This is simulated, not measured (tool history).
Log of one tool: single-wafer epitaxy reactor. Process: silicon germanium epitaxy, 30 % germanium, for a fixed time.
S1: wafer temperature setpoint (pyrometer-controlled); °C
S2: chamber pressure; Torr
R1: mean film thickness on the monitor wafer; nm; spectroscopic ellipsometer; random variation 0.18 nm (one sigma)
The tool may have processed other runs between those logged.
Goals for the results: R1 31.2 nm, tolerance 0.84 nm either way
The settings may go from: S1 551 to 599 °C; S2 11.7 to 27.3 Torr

| run | hour | S1 | S2 | R1 |
|---|---|---|---|---|
| 1 | 0 | 575 | 19.5 | 34.716 |
| 2 | 1 | 574 | 19.5 | 34.205 |
| 3 | 6.5 | 584 | 19.5 | 41.101 |
| 4 | 14.5 | 581 | 19.4 | 38.845 |
|  | 20 | capacitance manometer re-zeroed and calibrated |
| 5 | 20 | 578 | 19.3 | 37.609 |
| 6 | 24 | 576 | 19.2 | 35.718 |
| 7 | 26.1 | 574 | 19.1 | 34.636 |
| 8 | 33.3 | 573 | 19 | 34.117 |
| 9 | 40.9 | 573 | 19 | 33.874 |
| 10 | 44.9 | 572 | 19 | 33.224 |
| 11 | 45.6 | 571 | 19 | 32.818 |

Exercise: of the 5 proposed moves below, exactly one satisfies all targets within the stated allowed misses. Which move is it?
| A | 46.3 | 572 | 20 | ? |
| B | 46.3 | 577 | 18.3 | ? |
| C | 46.3 | 574 | 19.3 | ? |
| D | 46.3 | 574 | 22.2 | ? |
| E | 46.3 | 572 | 14.7 | ? |

| move | R1 |
|---|---|
| A | 33.963 |
| B | 36.76 |
| C | 35.056 |
| D | 36.283 |
| E | 31.666 |
A: misses by more than the last run did
B: misses by more than the last run did
C: misses by more than the last run did
D: misses by more than the last run did
E: in spec on every target
Move E is the one to make.
